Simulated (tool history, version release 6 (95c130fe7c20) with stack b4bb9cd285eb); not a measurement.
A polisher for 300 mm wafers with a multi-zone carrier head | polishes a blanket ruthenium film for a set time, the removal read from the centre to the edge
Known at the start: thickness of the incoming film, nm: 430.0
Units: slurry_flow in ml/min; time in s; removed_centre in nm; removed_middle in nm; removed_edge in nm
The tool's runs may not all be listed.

run  hour  slurry_flow  centre_zone  middle_zone  edge_zone  time  removed_centre  removed_middle  removed_edge
  1   0.0          305         1.00         1.00       1.00    34          45.790          44.938        44.329
  2   4.5          305         1.00         1.00       1.00    42          56.777          55.062        53.917
  3   5.1          305         1.08         1.00       1.00    42          61.208          56.330        54.582
  4  10.4          305         1.08         0.96       1.00    42          61.343          53.930        54.102
  5  18.9          310         1.08         0.95       1.02    42          60.854          53.229        56.051
  6  25.0          315         1.09         0.94       1.02    42          61.046          54.664        54.659
  7  28.1          300         1.10         0.93       1.04    42          61.681          52.715        56.389
  8  36.0          300         1.11         0.93       1.04    42          62.777          50.722        55.352

Run 9 comes next. What will it give?
  9  40.7          305         1.11         0.93       1.05    42               ?               ?             ?

Run 9 gave removed_centre 62.673 nm, removed_middle 52.508 nm, removed_edge 56.001 nm.
